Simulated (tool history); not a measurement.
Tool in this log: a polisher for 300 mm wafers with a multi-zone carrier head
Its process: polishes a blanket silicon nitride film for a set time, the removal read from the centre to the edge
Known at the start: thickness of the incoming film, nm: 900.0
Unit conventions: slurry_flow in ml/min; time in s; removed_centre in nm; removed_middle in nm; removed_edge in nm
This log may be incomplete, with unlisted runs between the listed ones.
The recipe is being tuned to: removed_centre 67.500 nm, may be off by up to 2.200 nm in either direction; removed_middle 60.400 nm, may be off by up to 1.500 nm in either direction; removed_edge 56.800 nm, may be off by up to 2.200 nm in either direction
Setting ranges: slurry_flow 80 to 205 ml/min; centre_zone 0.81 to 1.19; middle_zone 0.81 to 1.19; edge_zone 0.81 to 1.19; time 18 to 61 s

run	hour	slurry_flow	centre_zone	middle_zone	edge_zone	time	removed_centre	removed_middle	removed_edge
1	0.0	135	1.00	1.00	1.00	39	50.600	50.992	51.391
2	3.5	120	1.00	1.00	1.00	39	49.193	50.812	51.183
3	8.9	120	1.00	1.00	1.00	32	40.624	40.912	41.224
4	12.0	135	1.00	1.00	1.00	32	41.910	42.074	41.952
5	12.5	135	0.93	1.00	1.00	32	38.114	42.007	41.820
6	15.6	145	0.99	1.03	1.03	34	45.235	46.501	46.199
7	23.4	155	1.03	1.07	1.06	35	49.062	49.978	47.626
8	28.8	160	1.06	1.08	1.08	36	51.082	51.767	49.654
9	35.9	170	1.09	1.08	1.08	37	54.681	53.602	52.727
10	37.3	180	1.12	1.08	1.04	38	58.454	55.358	52.213
11	45.5	185	1.14	1.08	1.05	39	60.970	58.323	53.178
12	50.5	195	1.19	1.01	1.09	42	68.414	58.984	59.421
13	56.0	195	1.19	1.02	1.08	42	68.440	59.286	59.671

Which of these 4 next moves meets every target?
A	61.5	175	1.18	1.06	1.01	42	?	?	?
B	61.5	150	1.09	0.92	1.15	47	?	?	?
C	61.5	205	1.16	1.00	1.06	41	?	?	?
D	61.5	190	1.16	0.97	1.10	44	?	?	?

move	removed_centre	removed_middle	removed_edge
A	68.178	61.025	58.056
B	68.533	59.222	68.297
C	67.005	57.944	59.013
D	71.080	59.995	64.065
A: every result within its allowed miss
B: the biggest miss grows against the last run
C: the biggest miss grows against the last run
D: the biggest miss grows against the last run
Answer: A
